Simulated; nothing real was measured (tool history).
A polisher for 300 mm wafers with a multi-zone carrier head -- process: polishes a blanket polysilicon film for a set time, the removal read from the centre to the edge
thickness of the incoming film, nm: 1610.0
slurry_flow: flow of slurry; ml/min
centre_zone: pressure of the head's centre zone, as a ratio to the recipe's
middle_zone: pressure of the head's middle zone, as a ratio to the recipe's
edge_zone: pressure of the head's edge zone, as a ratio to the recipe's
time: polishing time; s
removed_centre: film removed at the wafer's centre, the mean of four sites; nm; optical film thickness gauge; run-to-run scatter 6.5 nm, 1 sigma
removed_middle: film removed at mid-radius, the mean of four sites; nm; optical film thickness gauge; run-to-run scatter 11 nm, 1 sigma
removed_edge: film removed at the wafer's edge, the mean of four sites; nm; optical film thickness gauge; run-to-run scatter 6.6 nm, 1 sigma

| run | hour | slurry_flow | centre_zone | middle_zone | edge_zone | time | removed_centre | removed_middle | removed_edge |
|---|---|---|---|---|---|---|---|---|---|
| 1 | 0 | 300 | 1 | 1 | 1 | 68 | 604.97 | 594.68 | 605.25 |
| 2 | 1.8 | 310 | 1.04 | 1.06 | 1.03 | 71 | 652.7 | 652.15 | 647.16 |
| 3 | 3.4 | 375 | 1.04 | 1.06 | 1.03 | 71 | 660.64 | 674.21 | 649.88 |
| 4 | 7.1 | 380 | 1.08 | 1.09 | 1.05 | 73 | 705.47 | 697.37 | 671.84 |
| 5 | 15.4 | 385 | 1.09 | 1.12 | 1.06 | 75 | 732.6 | 737.43 | 683.48 |
| 6 | 17.3 | 385 | 1.09 | 1.17 | 1.06 | 75 | 735.64 | 762.13 | 680.26 |

Run 7 is up next; what results do you expect?
| 7 | 18 | 385 | 1.1 | 1.17 | 1.08 | 76 | ? | ? | ? |

Run 7 yielded removed_centre 747.79 nm, removed_middle 782.64 nm, removed_edge 719.14 nm.
